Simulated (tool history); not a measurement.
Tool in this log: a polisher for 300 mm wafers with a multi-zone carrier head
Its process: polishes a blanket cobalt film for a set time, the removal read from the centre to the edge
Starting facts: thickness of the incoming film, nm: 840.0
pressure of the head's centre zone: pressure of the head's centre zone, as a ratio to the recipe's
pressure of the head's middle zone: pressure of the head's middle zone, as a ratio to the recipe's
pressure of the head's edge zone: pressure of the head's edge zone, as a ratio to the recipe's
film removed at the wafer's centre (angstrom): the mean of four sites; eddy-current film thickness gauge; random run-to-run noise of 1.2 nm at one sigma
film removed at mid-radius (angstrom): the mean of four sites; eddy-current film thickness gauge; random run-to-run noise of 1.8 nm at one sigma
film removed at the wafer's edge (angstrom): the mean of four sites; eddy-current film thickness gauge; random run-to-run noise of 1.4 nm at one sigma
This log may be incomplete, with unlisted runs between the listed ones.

run	day	flow of slurry (ml/min)	pressure of the head's centre zone	pressure of the head's middle zone	pressure of the head's edge zone	polishing time (s)	film removed at the wafer's centre (angstrom)	film removed at mid-radius (angstrom)	film removed at the wafer's edge (angstrom)
1	0	200	1	1	1	31	2039.7	1935.5	1943.6
2	0.233	200	1.06	1	1	31	2168.5	1915.4	1887
3	0.35	195	1.03	1	1	29	1957.5	1878.9	1763.9
4	0.721	145	1.03	1	1	29	1796.5	1729	1709.5
5	0.792	140	1.01	1	1	28	1680.6	1650.7	1631.7
6	0.958	140	1.01	1.04	1	28	1693.5	1713.7	1632.5
# day 1.029: edge zone pressure recalibrated
7	1.029	140	0.99	1.04	1	27	1647.4	1616.7	1643.2

For run 8, what comes out?
8	1.183	140	0.99	1.04	1	27	?	?	?

film removed at the wafer's centre (angstrom): 1612.9
film removed at mid-radius (angstrom): 1634.1
film removed at the wafer's edge (angstrom): 1677.8
